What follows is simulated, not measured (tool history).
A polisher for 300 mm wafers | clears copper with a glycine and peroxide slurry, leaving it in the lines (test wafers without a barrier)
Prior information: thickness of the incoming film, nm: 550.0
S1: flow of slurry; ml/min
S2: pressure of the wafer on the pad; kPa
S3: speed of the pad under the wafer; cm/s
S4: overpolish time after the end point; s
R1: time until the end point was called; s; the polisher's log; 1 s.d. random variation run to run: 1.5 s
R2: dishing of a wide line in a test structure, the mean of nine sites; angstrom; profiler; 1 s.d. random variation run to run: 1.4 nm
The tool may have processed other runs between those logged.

| run | hour | S1 | S2 | S3 | S4 | R1 | R2 |
|---|---|---|---|---|---|---|---|
| 1 | 0.0 | 215 | 23.4 | 116 | 24 | 64.708 | 779.06 |
| 2 | 1.2 | 180 | 23.4 | 116 | 24 | 69.855 | 762.12 |
| 3 | 4.2 | 175 | 22.8 | 114 | 26 | 72.015 | 748.10 |
| 4 | 11.3 | 175 | 22.8 | 114 | 22 | 70.963 | 726.13 |
| 5 | 18.0 | 220 | 22.8 | 114 | 22 | 68.452 | 732.59 |
| 6 | 25.0 | 220 | 22.8 | 90 | 22 | 82.504 | 677.57 |
| 7 | 33.8 | 220 | 22.8 | 90 | 25 | 85.871 | 730.21 |

Run 8 comes next. What will it give?
| 8 | 38.2 | 220 | 22.8 | 90 | 25 | ? | ? |

For run 8 the tool returned R1 81.380 s, R2 685.96 angstrom.

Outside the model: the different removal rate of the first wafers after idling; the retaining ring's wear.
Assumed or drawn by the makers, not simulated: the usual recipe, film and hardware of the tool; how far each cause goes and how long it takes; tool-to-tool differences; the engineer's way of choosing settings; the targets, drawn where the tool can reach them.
